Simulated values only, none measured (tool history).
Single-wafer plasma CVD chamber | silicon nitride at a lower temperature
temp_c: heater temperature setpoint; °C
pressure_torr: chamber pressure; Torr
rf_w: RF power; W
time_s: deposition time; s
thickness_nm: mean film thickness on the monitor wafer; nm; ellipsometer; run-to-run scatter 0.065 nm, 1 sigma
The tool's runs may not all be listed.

{"run": 1, "day": 0.0, "temp_c": 355, "pressure_torr": 1.15, "rf_w": 355, "time_s": 12.8, "thickness_nm": 15.393}
{"run": 2, "day": 0.246, "temp_c": 355, "pressure_torr": 1.07, "rf_w": 340, "time_s": 12.8, "thickness_nm": 14.85}
{"run": 3, "day": 0.275, "temp_c": 355, "pressure_torr": 1.01, "rf_w": 320, "time_s": 12.8, "thickness_nm": 13.993}
{"run": 4, "day": 0.496, "temp_c": 364, "pressure_torr": 1.01, "rf_w": 320, "time_s": 12.8, "thickness_nm": 13.989}
{"run": 5, "day": 0.538, "temp_c": 373, "pressure_torr": 1.01, "rf_w": 320, "time_s": 12.8, "thickness_nm": 14.021}
{"run": 6, "day": 0.788, "temp_c": 373, "pressure_torr": 1.01, "rf_w": 360, "time_s": 12.8, "thickness_nm": 15.07}
{"run": 7, "day": 1.1, "temp_c": 373, "pressure_torr": 1.01, "rf_w": 360, "time_s": 12.8, "thickness_nm": 15.118}
{"run": 8, "day": 1.4, "temp_c": 374, "pressure_torr": 0.78, "rf_w": 305, "time_s": 12.8, "thickness_nm": 12.879}
{"run": 9, "day": 1.471, "temp_c": 374, "pressure_torr": 0.76, "rf_w": 300, "time_s": 12.8, "thickness_nm": 12.629}
{"run": 10, "day": 1.817, "temp_c": 374, "pressure_torr": 0.75, "rf_w": 295, "time_s": 12.8, "thickness_nm": 12.405}

The next listed run, before its measurement:
{"run": 11, "day": 1.983, "temp_c": 374, "pressure_torr": 0.74, "rf_w": 290, "time_s": 12.8, "thickness_nm": "?"}

{"run 11": {"thickness_nm": 12.259}}
